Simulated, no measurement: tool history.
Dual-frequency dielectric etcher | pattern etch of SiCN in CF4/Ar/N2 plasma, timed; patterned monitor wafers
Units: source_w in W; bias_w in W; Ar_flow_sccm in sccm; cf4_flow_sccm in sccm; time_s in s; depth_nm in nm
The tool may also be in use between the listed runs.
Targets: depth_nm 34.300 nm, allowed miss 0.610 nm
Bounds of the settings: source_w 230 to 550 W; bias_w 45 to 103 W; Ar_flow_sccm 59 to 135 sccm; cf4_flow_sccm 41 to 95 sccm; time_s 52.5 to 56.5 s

run    day  source_w  bias_w  Ar_flow_sccm  cf4_flow_sccm  time_s  depth_nm
  1  0.000       390      74            97             68    56.5    43.387
  2  0.025       390      74            84             68    56.5    44.319
  3  0.225       390      74            84             68    52.5    41.179
  4  0.425       390      74            84             68    52.5    40.746
  5  0.562       390      65            84             68    52.5    38.772
  6  0.638       380      65            84             68    52.5    37.521
  7  0.796       370      65            84             68    52.5    36.887
  8  0.858       360      65            84             68    52.5    35.900

Which of these 4 next moves meets every target?
  A  0.921       330      66            77             60    54.0         ?
  B  0.921       370      65            75             69    53.5         ?
  C  0.921       360      62            63             65    54.5         ?
  D  0.921       370      67            88             65    55.0         ?

move  depth_nm
   A    34.268
   B    38.357
   C    37.989
   D    38.661
A: meets every target
B: further off than the last run
C: further off than the last run
D: further off than the last run
Answer: A
